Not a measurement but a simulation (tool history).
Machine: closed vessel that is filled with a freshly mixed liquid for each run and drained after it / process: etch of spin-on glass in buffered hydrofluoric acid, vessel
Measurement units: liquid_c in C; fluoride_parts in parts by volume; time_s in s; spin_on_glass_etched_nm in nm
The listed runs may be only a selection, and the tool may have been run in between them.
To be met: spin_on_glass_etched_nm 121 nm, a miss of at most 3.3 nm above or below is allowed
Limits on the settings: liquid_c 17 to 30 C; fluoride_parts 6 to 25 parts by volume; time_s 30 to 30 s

run 1 day=0 | liquid_c=22 fluoride_parts=15.5 time_s=30 | spin_on_glass_etched_nm=56.162
run 2 day=0.112 | liquid_c=19.5 fluoride_parts=15.5 time_s=30 | spin_on_glass_etched_nm=49.184
run 3 day=0.217 | liquid_c=19.5 fluoride_parts=13 time_s=30 | spin_on_glass_etched_nm=58.03
run 4 day=0.575 | liquid_c=18 fluoride_parts=13 time_s=30 | spin_on_glass_etched_nm=54.096
run 5 day=0.667 | liquid_c=18 fluoride_parts=16.5 time_s=30 | spin_on_glass_etched_nm=41.847
run 6 day=0.962 | liquid_c=17 fluoride_parts=16.5 time_s=30 | spin_on_glass_etched_nm=40.061
run 7 day=1.233 | liquid_c=19 fluoride_parts=15.5 time_s=30 | spin_on_glass_etched_nm=48.115
-- day=1.542 hydrofluoric acid flow meter replaced
run 8 day=1.542 | liquid_c=23 fluoride_parts=10.5 time_s=30 | spin_on_glass_etched_nm=94.542
run 9 day=1.879 | liquid_c=23.5 fluoride_parts=10.5 time_s=30 | spin_on_glass_etched_nm=96.737

Which single option among these 5 for the next run brings every result within its allowed miss of target? Just one does.
run A day=2.217 | liquid_c=20.5 fluoride_parts=12 time_s=30 | spin_on_glass_etched_nm=?
run B day=2.217 | liquid_c=19.5 fluoride_parts=7 time_s=30 | spin_on_glass_etched_nm=?
run C day=2.217 | liquid_c=23 fluoride_parts=8.5 time_s=30 | spin_on_glass_etched_nm=?
run D day=2.217 | liquid_c=26.5 fluoride_parts=11 time_s=30 | spin_on_glass_etched_nm=?
run E day=2.217 | liquid_c=23 fluoride_parts=8 time_s=30 | spin_on_glass_etched_nm=?

move=A spin_on_glass_etched_nm=73.625
move=B spin_on_glass_etched_nm=116.68
move=C spin_on_glass_etched_nm=114.84
move=D spin_on_glass_etched_nm=111.31
move=E spin_on_glass_etched_nm=122.64
A: lands further from the targets than the last run did
B: gains on the last run, yet a result remains outside its allowed miss
C: gains on the last run, yet a result remains outside its allowed miss
D: gains on the last run, yet a result remains outside its allowed miss
E: every result lands within tolerance
E meets every target.
